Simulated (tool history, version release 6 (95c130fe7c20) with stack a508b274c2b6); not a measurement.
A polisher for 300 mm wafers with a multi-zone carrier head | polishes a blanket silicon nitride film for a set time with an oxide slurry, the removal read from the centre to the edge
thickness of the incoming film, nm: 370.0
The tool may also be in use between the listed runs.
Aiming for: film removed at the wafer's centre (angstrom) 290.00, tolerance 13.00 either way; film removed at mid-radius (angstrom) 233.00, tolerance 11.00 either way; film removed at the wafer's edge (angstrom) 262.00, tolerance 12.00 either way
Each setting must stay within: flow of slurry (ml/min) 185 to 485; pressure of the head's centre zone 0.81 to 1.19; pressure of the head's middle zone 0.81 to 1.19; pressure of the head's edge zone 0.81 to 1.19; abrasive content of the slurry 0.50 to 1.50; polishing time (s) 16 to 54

run  hour  flow of slurry (ml/min)  pressure of the head's centre zone  pressure of the head's middle zone  pressure of the head's edge zone  abrasive content of the slurry  polishing time (s)  film removed at the wafer's centre (angstrom)  film removed at mid-radius (angstrom)  film removed at the wafer's edge (angstrom)
  1   0.0                      310                                1.00                                1.00                              1.00                            1.00                  35                                         188.16                                 185.41                                       186.65
  2   8.4                      310                                1.00                                1.00                              1.00                            0.85                  35                                         175.18                                 169.73                                       176.71
  3  15.5                      310                                1.04                                0.96                              1.04                            1.05                  36                                         201.80                                 188.55                                       199.44
  4  19.7                      310                                1.08                                0.92                              1.06                            1.20                  37                                         228.19                                 194.23                                       217.19
  5  21.2                      310                                1.10                                0.93                              1.08                            1.30                  38                                         247.41                                 202.56                                       236.93
  6  25.9                      315                                1.12                                0.96                              1.07                            1.35                  38                                         257.89                                 218.08                                       236.96
  7  34.1                      315                                1.14                                0.96                              1.09                            1.40                  38                                         260.21                                 217.15                                       246.64
  8  39.9                      320                                1.15                                0.96                              1.09                            1.45                  38                                         259.74                                 223.04                                       246.16

Below are 5 possible settings for the next run. Only one of them brings all results inside the allowed miss of their targets. Which is it?
  A  45.7                      345                                1.16                                0.95                              1.09                            1.40                  41                                              ?                                      ?                                            ?
  B  45.7                      330                                0.95                                1.07                              1.19                            1.50                  36                                              ?                                      ?                                            ?
  C  45.7                      380                                1.18                                1.01                              0.92                            0.95                  46                                              ?                                      ?                                            ?
  D  45.7                      280                                1.19                                0.87                              1.10                            1.35                  40                                              ?                                      ?                                            ?
  E  45.7                      310                                1.01                                0.92                              1.19                            1.35                  39                                              ?                                      ?                                            ?

move  film removed at the wafer's centre (angstrom)  film removed at mid-radius (angstrom)  film removed at the wafer's edge (angstrom)
   A                                         288.73                                 238.96                                       257.85
   B                                         214.31                                 236.92                                       241.51
   C                                         285.26                                 244.30                                       230.01
   D                                         277.94                                 209.26                                       245.59
   E                                         235.03                                 216.27                                       251.33
A: all results land within tolerance of their targets
B: the biggest miss grows against the last run
C: gets the furthest-off result to its target, but another result is out of tolerance
D: gets the furthest-off result to its target, but another result is out of tolerance
E: the biggest miss grows against the last run
A meets every target.

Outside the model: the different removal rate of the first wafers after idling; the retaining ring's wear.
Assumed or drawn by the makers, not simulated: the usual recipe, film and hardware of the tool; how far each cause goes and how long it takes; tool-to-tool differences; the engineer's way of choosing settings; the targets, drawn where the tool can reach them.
